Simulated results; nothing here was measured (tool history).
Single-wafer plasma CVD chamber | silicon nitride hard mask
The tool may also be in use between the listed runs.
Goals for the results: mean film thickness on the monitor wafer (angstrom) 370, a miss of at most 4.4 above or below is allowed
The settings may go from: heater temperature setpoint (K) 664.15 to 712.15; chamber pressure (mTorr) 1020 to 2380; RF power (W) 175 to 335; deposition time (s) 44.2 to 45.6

run	hour	heater temperature setpoint (K)	chamber pressure (mTorr)	RF power (W)	deposition time (s)	mean film thickness on the monitor wafer (angstrom)
1	0	688.15	1700	255	44.2	430.01
2	1.9	688.15	1570	250	44.2	409.93
3	10.1	688.15	1570	265	44.2	428.37
4	12.2	688.15	1570	265	45.6	443.46
5	15.2	688.15	1570	265	44.2	430.65
6	19.7	683.15	1570	265	44.2	429.66
7	20.4	683.15	1460	260	44.2	412.56
8	22.6	683.15	1370	260	44.2	399.09
9	24.1	683.15	1320	260	44.2	392.62
10	25	683.15	1280	260	44.2	385.91
11	28.1	683.15	1250	260	44.2	380.99

Which single option among these 5 for the next run brings every result within its allowed miss of target? Just one does.
A	31.2	683.15	1110	270	45.6	?
B	31.2	683.15	1260	250	44.2	?
C	31.2	688.15	1390	235	45.6	?
D	31.2	675.15	1280	265	45.3	?
E	31.2	665.15	1070	290	44.2	?

move	mean film thickness on the monitor wafer (angstrom)
A	378.4
B	370.84
C	380.96
D	403.29
E	381.49
A: closer than the last run, but not yet in spec
B: every result lands within tolerance
C: roughly where the last run was
D: its largest miss is bigger than the last run's
E: roughly where the last run was
The move that meets every target is B.
